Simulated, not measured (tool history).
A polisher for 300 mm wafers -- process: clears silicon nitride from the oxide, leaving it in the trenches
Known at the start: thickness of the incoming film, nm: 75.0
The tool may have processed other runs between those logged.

| run | hour | flow of slurry (ml/min) | pressure of the wafer on the pad (psi) | speed of the pad under the wafer (m/s) | overpolish time after the end point (s) | time until the end point was called (s) |
|---|---|---|---|---|---|---|
| 1 | 0.0 | 135 | 3.1 | 0.76 | 4 | 111.02 |
| 2 | 7.5 | 145 | 3.1 | 0.76 | 4 | 109.88 |
| 3 | 10.8 | 145 | 3.1 | 0.76 | 3 | 110.06 |
| 4 | 17.3 | 140 | 2.9 | 0.76 | 3 | 119.24 |
| 5 | 23.7 | 160 | 2.9 | 0.76 | 3 | 116.51 |
| 6 | 25.1 | 160 | 2.8 | 0.76 | 3 | 118.73 |
| 7 | 27.7 | 155 | 2.7 | 0.76 | 3 | 124.91 |
| 8 | 34.4 | 155 | 2.7 | 0.76 | 3 | 124.80 |
| 9 | 40.2 | 150 | 2.6 | 0.76 | 3 | 130.75 |

Predict the results of run 10:
| 10 | 48.8 | 145 | 2.5 | 0.76 | 3 | ? |

Run 10 came out at time until the end point was called (s) 134.48.
